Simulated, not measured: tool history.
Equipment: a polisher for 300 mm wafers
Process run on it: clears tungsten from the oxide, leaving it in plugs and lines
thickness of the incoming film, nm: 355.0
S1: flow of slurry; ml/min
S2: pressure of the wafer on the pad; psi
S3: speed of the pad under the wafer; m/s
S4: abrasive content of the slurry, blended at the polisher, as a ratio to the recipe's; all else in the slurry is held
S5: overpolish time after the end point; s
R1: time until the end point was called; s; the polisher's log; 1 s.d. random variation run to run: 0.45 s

run	hour	S1	S2	S3	S4	S5	R1
1	0	210	2.8	1.14	1	21	80.776
2	3.5	210	2.8	1.14	1.1	21	79.316
3	5.1	250	2.8	1.14	1.1	21	79.903
4	12.9	230	2.8	1.14	1.1	21	79.619
5	15.1	230	3	1.14	1.1	21	73.695
6	23.4	230	3.1	1.14	1.1	21	72.622
7	32.5	230	3.2	1.16	1.1	21	69.593
8	35.7	230	3.2	1.16	1.1	21	67.444

For run 9, what comes out?
9	39.3	235	4	1.18	1.1	21	?

{"run 9": {"R1": 55.371}}

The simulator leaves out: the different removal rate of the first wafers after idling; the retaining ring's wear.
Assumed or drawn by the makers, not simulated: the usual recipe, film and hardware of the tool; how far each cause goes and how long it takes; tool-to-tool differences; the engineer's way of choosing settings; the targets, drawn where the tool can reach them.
